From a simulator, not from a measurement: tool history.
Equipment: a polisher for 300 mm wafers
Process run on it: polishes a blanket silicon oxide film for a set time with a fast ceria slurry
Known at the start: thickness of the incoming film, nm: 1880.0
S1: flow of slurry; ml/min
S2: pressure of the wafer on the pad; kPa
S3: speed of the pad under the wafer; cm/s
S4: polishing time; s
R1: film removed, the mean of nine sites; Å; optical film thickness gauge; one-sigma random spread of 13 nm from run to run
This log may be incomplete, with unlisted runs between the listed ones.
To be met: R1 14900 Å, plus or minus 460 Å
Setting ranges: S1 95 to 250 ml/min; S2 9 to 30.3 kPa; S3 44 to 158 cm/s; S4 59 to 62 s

Run 1, day 0: S1 160 ml/min, S2 19.3 kPa, S3 100 cm/s, S4 59 s. Result: R1 10909 Å.
Run 2, day 0.279: S1 160 ml/min, S2 22.1 kPa, S3 100 cm/s, S4 59 s. Result: R1 12500 Å.
Run 3, day 0.579: S1 180 ml/min, S2 22.1 kPa, S3 100 cm/s, S4 59 s. Result: R1 12619 Å.
Run 4, day 0.871: S1 180 ml/min, S2 22.1 kPa, S3 100 cm/s, S4 62 s. Result: R1 13502 Å.
Run 5, day 1.092: S1 180 ml/min, S2 22.8 kPa, S3 100 cm/s, S4 62 s. Result: R1 13670 Å.
Run 6, day 1.121: S1 180 ml/min, S2 19.3 kPa, S3 100 cm/s, S4 62 s. Result: R1 11685 Å.
Run 7, day 1.208: S1 180 ml/min, S2 20.7 kPa, S3 100 cm/s, S4 62 s. Result: R1 12662 Å.
Run 8, day 1.567: S1 180 ml/min, S2 20.7 kPa, S3 100 cm/s, S4 62 s. Result: R1 12570 Å.

Next run, 5 choices. One meets every target within its allowed miss, the rest don't. Which?
Run A, day 1.925: S1 190 ml/min, S2 22.8 kPa, S3 108 cm/s, S4 62 s. Result: R1 ?.
Run B, day 1.925: S1 240 ml/min, S2 13.1 kPa, S3 132 cm/s, S4 61 s. Result: R1 ?.
Run C, day 1.925: S1 145 ml/min, S2 24.1 kPa, S3 104 cm/s, S4 59 s. Result: R1 ?.
Run D, day 1.925: S1 195 ml/min, S2 18.6 kPa, S3 82 cm/s, S4 59 s. Result: R1 ?.
Run E, day 1.925: S1 160 ml/min, S2 20 kPa, S3 82 cm/s, S4 60 s. Result: R1 ?.

move      R1
   A   14922
   B   10434
   C   13956
   D  9497.5
   E   10037
A: hits every target within its allowed miss
B: further off than the last run
C: nearer than the last run, and not there yet
D: further off than the last run
E: further off than the last run
Move A is the one to make.

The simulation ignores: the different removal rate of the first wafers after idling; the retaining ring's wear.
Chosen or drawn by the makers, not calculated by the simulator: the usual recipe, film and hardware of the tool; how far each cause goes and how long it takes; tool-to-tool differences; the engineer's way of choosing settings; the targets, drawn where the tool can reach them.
